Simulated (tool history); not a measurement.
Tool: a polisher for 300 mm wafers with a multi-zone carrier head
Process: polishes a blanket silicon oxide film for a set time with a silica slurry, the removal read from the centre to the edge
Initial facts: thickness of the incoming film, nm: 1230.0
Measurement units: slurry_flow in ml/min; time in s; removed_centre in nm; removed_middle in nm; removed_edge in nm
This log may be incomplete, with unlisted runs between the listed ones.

run 1 day=0.000 | slurry_flow=145 centre_zone=1.00 middle_zone=1.00 edge_zone=1.00 slurry_solids=1.00 time=77 | removed_centre=173.99 removed_middle=168.73 removed_edge=168.07
run 2 day=0.279 | slurry_flow=145 centre_zone=1.08 middle_zone=1.00 edge_zone=1.00 slurry_solids=1.00 time=77 | removed_centre=184.36 removed_middle=169.53 removed_edge=168.06
run 3 day=0.629 | slurry_flow=135 centre_zone=1.04 middle_zone=1.01 edge_zone=1.00 slurry_solids=1.00 time=77 | removed_centre=172.47 removed_middle=166.97 removed_edge=165.09
run 4 day=0.667 | slurry_flow=135 centre_zone=1.04 middle_zone=1.01 edge_zone=1.00 slurry_solids=1.00 time=95 | removed_centre=219.41 removed_middle=210.26 removed_edge=209.67
run 5 day=0.696 | slurry_flow=130 centre_zone=1.01 middle_zone=1.01 edge_zone=0.99 slurry_solids=0.90 time=95 | removed_centre=200.91 removed_middle=198.00 removed_edge=197.94
run 6 day=0.808 | slurry_flow=125 centre_zone=0.98 middle_zone=1.01 edge_zone=0.97 slurry_solids=0.85 time=95 | removed_centre=188.94 removed_middle=194.57 removed_edge=188.91
run 7 day=1.142 | slurry_flow=120 centre_zone=0.96 middle_zone=1.00 edge_zone=0.96 slurry_solids=0.80 time=95 | removed_centre=178.81 removed_middle=183.47 removed_edge=182.56
run 8 day=1.258 | slurry_flow=115 centre_zone=0.94 middle_zone=1.00 edge_zone=0.94 slurry_solids=0.75 time=95 | removed_centre=169.59 removed_middle=174.54 removed_edge=172.77
run 9 day=1.346 | slurry_flow=110 centre_zone=0.92 middle_zone=1.00 edge_zone=0.93 slurry_solids=0.75 time=95 | removed_centre=165.03 removed_middle=174.10 removed_edge=170.42
run 10 day=1.721 | slurry_flow=105 centre_zone=0.90 middle_zone=1.00 edge_zone=0.92 slurry_solids=0.75 time=95 | removed_centre=156.86 removed_middle=175.50 removed_edge=168.90
run 11 day=1.875 | slurry_flow=105 centre_zone=0.89 middle_zone=0.99 edge_zone=0.91 slurry_solids=0.75 time=95 | removed_centre=158.61 removed_middle=172.61 removed_edge=171.98

Run 12, settings as shown, results not yet in. Your forecast:
run 12 day=2.096 | slurry_flow=95 centre_zone=0.86 middle_zone=1.02 edge_zone=0.89 slurry_solids=0.50 time=94 | removed_centre=? removed_middle=? removed_edge=?

{"run 12": {"removed_centre": 125.0, "removed_middle": 147.89, "removed_edge": 141.05}}
